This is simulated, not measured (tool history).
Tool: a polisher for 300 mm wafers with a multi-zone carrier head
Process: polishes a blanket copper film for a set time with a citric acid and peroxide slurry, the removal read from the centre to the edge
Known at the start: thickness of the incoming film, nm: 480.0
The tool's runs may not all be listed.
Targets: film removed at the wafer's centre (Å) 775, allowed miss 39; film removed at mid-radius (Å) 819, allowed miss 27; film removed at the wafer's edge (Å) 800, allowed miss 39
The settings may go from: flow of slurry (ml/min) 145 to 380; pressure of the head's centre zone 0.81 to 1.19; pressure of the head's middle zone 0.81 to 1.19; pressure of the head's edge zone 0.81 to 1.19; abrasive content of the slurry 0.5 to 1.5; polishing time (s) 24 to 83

| run | hour | flow of slurry (ml/min) | pressure of the head's centre zone | pressure of the head's middle zone | pressure of the head's edge zone | abrasive content of the slurry | polishing time (s) | film removed at the wafer's centre (Å) | film removed at mid-radius (Å) | film removed at the wafer's edge (Å) |
|---|---|---|---|---|---|---|---|---|---|---|
| 1 | 0 | 245 | 1 | 1 | 1 | 1 | 53 | 1274.8 | 1259.9 | 1346.4 |
| 2 | 6.3 | 245 | 1 | 1 | 1 | 0.9 | 53 | 1316.2 | 1241.1 | 1264.4 |
| 3 | 12.7 | 235 | 0.95 | 0.99 | 0.99 | 0.85 | 48 | 1073.9 | 1074 | 1135.3 |
| 4 | 18.2 | 235 | 0.95 | 0.99 | 0.99 | 0.85 | 41 | 932.75 | 943.08 | 976.87 |
| 5 | 24 | 235 | 0.88 | 0.99 | 0.99 | 0.85 | 41 | 867.01 | 926.75 | 970.12 |
| 6 | 29.5 | 235 | 0.87 | 0.99 | 0.96 | 0.75 | 41 | 843.46 | 903.06 | 954.47 |
| 7 | 35.2 | 235 | 0.89 | 1.01 | 0.95 | 0.7 | 39 | 801.14 | 866.95 | 872.82 |
| 8 | 38.1 | 230 | 0.9 | 1.01 | 0.93 | 0.65 | 39 | 800.72 | 841.17 | 847.23 |
| 9 | 38.8 | 230 | 0.9 | 1.01 | 0.93 | 0.65 | 39 | 806.56 | 874.01 | 861.23 |

5 next moves are on the table. One of them brings every result within its allowed miss. Which?
| A | 39.5 | 180 | 0.85 | 1.07 | 0.9 | 0.95 | 38 | ? | ? | ? |
| B | 39.5 | 175 | 0.89 | 0.88 | 0.96 | 0.85 | 41 | ? | ? | ? |
| C | 39.5 | 230 | 0.93 | 0.97 | 0.96 | 0.6 | 41 | ? | ? | ? |
| D | 39.5 | 290 | 0.9 | 0.99 | 0.87 | 0.55 | 38 | ? | ? | ? |
| E | 39.5 | 260 | 0.92 | 1.19 | 0.81 | 0.65 | 37 | ? | ? | ? |

| move | film removed at the wafer's centre (Å) | film removed at mid-radius (Å) | film removed at the wafer's edge (Å) |
|---|---|---|---|
| A | 752.99 | 912.51 | 843.39 |
| B | 818.76 | 812.41 | 909.06 |
| C | 836.09 | 862.65 | 878.65 |
| D | 766.42 | 824.01 | 791.32 |
| E | 774.01 | 956.36 | 766.69 |
A: further off than the last run
B: brings the result that was furthest off to its target, and leaves another outside
C: as far off as the last run
D: meets every target
E: further off than the last run
The right move is D.

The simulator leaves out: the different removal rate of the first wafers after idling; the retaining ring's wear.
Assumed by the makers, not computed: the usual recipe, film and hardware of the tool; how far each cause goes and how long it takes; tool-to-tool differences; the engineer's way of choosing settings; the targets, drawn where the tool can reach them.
